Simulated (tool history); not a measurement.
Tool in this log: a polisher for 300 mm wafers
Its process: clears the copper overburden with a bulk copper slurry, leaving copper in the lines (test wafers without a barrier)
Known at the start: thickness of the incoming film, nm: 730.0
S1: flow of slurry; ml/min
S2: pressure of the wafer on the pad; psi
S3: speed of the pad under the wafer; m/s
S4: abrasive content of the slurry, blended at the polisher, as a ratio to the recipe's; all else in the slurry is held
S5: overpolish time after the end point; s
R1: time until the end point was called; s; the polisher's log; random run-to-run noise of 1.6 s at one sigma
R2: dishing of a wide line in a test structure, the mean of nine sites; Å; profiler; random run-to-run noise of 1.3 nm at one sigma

run,hour,S1,S2,S3,S4,S5,R1,R2
1,0.0,150,1.9,0.98,1.0,28,103.01,778.91
2,3.2,145,1.6,0.98,1.0,33,122.81,741.32
3,10.3,145,1.6,1.20,1.0,33,102.27,814.81
4,12.3,135,1.4,1.14,1.0,38,120.18,786.03
5,13.7,135,1.4,1.14,0.9,38,127.14,752.55
6,21.4,130,1.2,1.12,0.9,42,150.26,712.18
7,29.5,125,1.1,1.12,0.9,45,165.70,682.49
8,38.2,120,1.1,1.12,0.9,48,166.70,690.00
9,41.7,120,0.9,1.10,0.9,55,205.29,659.31

Run 10 is up next; what results do you expect?
10,46.3,130,0.9,1.10,0.9,55,?,?

R1: 200.51 s
R2: 655.64 Å

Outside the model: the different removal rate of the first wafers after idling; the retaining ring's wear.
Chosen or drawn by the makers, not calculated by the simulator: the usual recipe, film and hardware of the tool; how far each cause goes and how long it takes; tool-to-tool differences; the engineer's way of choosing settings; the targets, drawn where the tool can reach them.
